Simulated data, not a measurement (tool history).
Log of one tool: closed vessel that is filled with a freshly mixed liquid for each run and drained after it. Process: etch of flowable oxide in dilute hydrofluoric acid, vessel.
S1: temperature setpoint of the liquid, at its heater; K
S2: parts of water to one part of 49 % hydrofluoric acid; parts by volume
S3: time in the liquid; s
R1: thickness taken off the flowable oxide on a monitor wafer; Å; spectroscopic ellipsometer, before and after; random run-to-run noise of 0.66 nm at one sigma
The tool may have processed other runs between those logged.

run,hour,S1,S2,S3,R1
1,0,295.15,295,605,506.78
2,8.8,296.15,295,605,520.93
3,15.7,297.15,295,605,538.45
4,21.8,295.65,295,605,509.46
5,29.7,295.65,295,645,540.01
6,38.9,295.65,200,645,881.03

What does the tool deliver on the next run?
7,47.6,295.15,205,645,?

R1: 845.82 Å
